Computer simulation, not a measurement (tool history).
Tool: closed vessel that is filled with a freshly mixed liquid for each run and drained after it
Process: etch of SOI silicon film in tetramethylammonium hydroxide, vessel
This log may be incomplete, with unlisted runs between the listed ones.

| run | day | temperature setpoint of the liquid (C) | concentration of hydroxide in the mixed liquid (% by weight) | time in the liquid (s) | thickness taken off the SOI silicon film on a monitor wafer (angstrom) |
|---|---|---|---|---|---|
| 1 | 0 | 60 | 11 | 100 | 3977.9 |
| 2 | 0.062 | 65 | 11 | 100 | 5457.7 |
| 3 | 0.171 | 60.5 | 11 | 100 | 4101.9 |
| 4 | 0.546 | 62 | 11 | 100 | 4419 |
| 5 | 0.704 | 62 | 9 | 100 | 4894.2 |
| 6 | 0.921 | 63 | 9 | 100 | 5130.4 |
| 7 | 1.296 | 64 | 9 | 100 | 5477.8 |
| 8 | 1.546 | 64.5 | 9 | 100 | 5600.4 |
| 9 | 1.596 | 65 | 9 | 100 | 5794.3 |
| 10 | 1.767 | 65.5 | 9 | 100 | 5967.9 |

Forecast run 11:
| 11 | 2.004 | 68.5 | 9 | 100 | ? |

thickness taken off the SOI silicon film on a monitor wafer (angstrom): 7120.7
